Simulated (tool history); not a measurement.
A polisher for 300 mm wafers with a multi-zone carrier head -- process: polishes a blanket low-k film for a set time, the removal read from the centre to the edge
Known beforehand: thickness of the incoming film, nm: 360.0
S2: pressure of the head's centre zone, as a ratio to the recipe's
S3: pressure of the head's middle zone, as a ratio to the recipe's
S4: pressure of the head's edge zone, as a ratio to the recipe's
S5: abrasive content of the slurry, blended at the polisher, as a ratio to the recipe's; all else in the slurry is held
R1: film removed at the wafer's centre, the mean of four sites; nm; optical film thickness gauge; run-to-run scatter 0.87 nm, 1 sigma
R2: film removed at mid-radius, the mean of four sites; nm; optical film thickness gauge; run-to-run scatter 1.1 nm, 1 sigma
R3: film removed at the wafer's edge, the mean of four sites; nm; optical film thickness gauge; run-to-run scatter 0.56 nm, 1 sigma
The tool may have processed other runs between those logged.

run 1 day=0 | flow_of_slurry_(ml/min)=195 S2=1 S3=1 S4=1 S5=1 polishing_time_(s)=82 | R1=57.406 R2=57.842 R3=56.927
run 2 day=0.083 | flow_of_slurry_(ml/min)=205 S2=1.02 S3=1.02 S4=1.02 S5=1.05 polishing_time_(s)=82 | R1=60.632 R2=58.98 R3=59.288
run 3 day=0.129 | flow_of_slurry_(ml/min)=210 S2=1.03 S3=1.04 S4=1.01 S5=1.1 polishing_time_(s)=83 | R1=63.57 R2=62.277 R3=62.032
run 4 day=0.408 | flow_of_slurry_(ml/min)=210 S2=1.03 S3=1.04 S4=0.94 S5=1.1 polishing_time_(s)=83 | R1=62.376 R2=64.325 R3=59.414
run 5 day=0.571 | flow_of_slurry_(ml/min)=215 S2=1.05 S3=1.06 S4=0.94 S5=1.15 polishing_time_(s)=84 | R1=66.971 R2=65.885 R3=61.751
run 6 day=0.633 | flow_of_slurry_(ml/min)=215 S2=1.05 S3=1.06 S4=0.94 S5=1.15 polishing_time_(s)=104 | R1=81.469 R2=84.473 R3=76.766

Predict the results of run 7:
run 7 day=0.996 | flow_of_slurry_(ml/min)=220 S2=1.06 S3=1.07 S4=0.94 S5=1.15 polishing_time_(s)=104 | R1=? R2=? R3=?

Logged for run 7: R1 84.033 nm, R2 84.824 nm, R3 76.629 nm.

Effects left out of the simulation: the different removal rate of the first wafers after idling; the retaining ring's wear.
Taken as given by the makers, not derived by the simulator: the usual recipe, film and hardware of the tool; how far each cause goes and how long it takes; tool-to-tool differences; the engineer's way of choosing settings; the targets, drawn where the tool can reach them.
